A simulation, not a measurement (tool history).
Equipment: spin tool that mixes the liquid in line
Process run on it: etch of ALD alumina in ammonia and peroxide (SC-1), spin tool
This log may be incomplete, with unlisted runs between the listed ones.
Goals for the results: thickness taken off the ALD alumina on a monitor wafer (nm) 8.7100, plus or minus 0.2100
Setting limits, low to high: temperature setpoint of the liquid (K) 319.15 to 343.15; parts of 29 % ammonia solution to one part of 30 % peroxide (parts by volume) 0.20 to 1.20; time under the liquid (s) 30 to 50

run	day	temperature setpoint of the liquid (K)	parts of 29 % ammonia solution to one part of 30 % peroxide (parts by volume)	time under the liquid (s)	thickness taken off the ALD alumina on a monitor wafer (nm)
1	0.000	335.15	0.70	50	5.6752
2	0.346	336.65	0.75	50	6.1890
3	0.704	336.65	0.60	50	6.0517
4	0.783	336.65	0.80	50	6.2322
5	1.021	336.65	0.80	30	3.6983
6	1.079	338.15	0.70	30	3.9430
7	1.238	334.15	0.80	35	3.8214
8	1.492	336.15	0.70	35	4.1819
9	1.775	337.65	0.80	40	5.2148
10	1.962	337.65	0.80	40	5.2188
11	2.004	338.65	0.90	40	5.5581
12	2.304	339.65	0.95	40	5.9011
13	2.567	339.65	0.95	40	5.8222
14	2.800	340.15	1.00	40	6.0210
15	3.112	340.15	1.00	40	5.9756
16	3.396	340.65	1.05	40	6.1877

4 next moves are on the table. One of them brings every result within its allowed miss. Which?
A	3.679	341.15	1.20	50	?
B	3.679	342.15	0.75	50	?
C	3.679	341.65	1.10	50	?
D	3.679	343.15	1.00	50	?

move	thickness taken off the ALD alumina on a monitor wafer (nm)
A	8.0154
B	8.0484
C	8.1450
D	8.6776
A: nearer than the last run, and not there yet
B: nearer than the last run, and not there yet
C: nearer than the last run, and not there yet
D: hits every target within its allowed miss
D is the move that brings every result within its allowed miss.
